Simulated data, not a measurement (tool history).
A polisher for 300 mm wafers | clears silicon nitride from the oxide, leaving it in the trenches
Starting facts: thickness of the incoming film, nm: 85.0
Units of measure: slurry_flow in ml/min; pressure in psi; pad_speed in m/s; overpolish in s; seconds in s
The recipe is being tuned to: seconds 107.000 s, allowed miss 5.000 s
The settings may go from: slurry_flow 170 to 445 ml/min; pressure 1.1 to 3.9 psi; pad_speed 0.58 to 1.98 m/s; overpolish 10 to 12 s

run 1 hour=0.0 | slurry_flow=285 pressure=2.5 pad_speed=1.28 overpolish=12 | seconds=83.520
run 2 hour=7.2 | slurry_flow=285 pressure=2.5 pad_speed=1.28 overpolish=12 | seconds=82.864
run 3 hour=15.6 | slurry_flow=345 pressure=2.5 pad_speed=1.28 overpolish=12 | seconds=81.050
run 4 hour=21.2 | slurry_flow=345 pressure=2.4 pad_speed=1.28 overpolish=12 | seconds=84.976
run 5 hour=22.8 | slurry_flow=405 pressure=2.4 pad_speed=1.28 overpolish=12 | seconds=86.583
run 6 hour=24.2 | slurry_flow=405 pressure=2.4 pad_speed=1.58 overpolish=12 | seconds=70.088
run 7 hour=26.6 | slurry_flow=405 pressure=2.3 pad_speed=1.58 overpolish=12 | seconds=72.634
run 8 hour=28.9 | slurry_flow=405 pressure=2.2 pad_speed=1.58 overpolish=12 | seconds=77.623
run 9 hour=31.0 | slurry_flow=405 pressure=2.1 pad_speed=1.58 overpolish=12 | seconds=81.034
run 10 hour=38.1 | slurry_flow=405 pressure=2.0 pad_speed=1.58 overpolish=12 | seconds=83.735
run 11 hour=46.5 | slurry_flow=405 pressure=1.9 pad_speed=1.58 overpolish=12 | seconds=87.188

Consider the 4 candidate settings below. Which is the only one whose results all fall within their allowed miss of target?
run A hour=54.9 | slurry_flow=400 pressure=1.9 pad_speed=1.48 overpolish=12 | seconds=?
run B hour=54.9 | slurry_flow=425 pressure=1.7 pad_speed=1.42 overpolish=10 | seconds=?
run C hour=54.9 | slurry_flow=395 pressure=1.4 pad_speed=1.44 overpolish=12 | seconds=?
run D hour=54.9 | slurry_flow=405 pressure=1.6 pad_speed=1.38 overpolish=10 | seconds=?

move=A seconds=92.453
move=B seconds=106.390
move=C seconds=127.000
move=D seconds=116.080
A: better than the last run, though not everything is in spec
B: each result inside its tolerance
C: moves the result that the last run missed by most past its target, out the other side
D: moves the result that the last run missed by most past its target, out the other side
B meets every target.
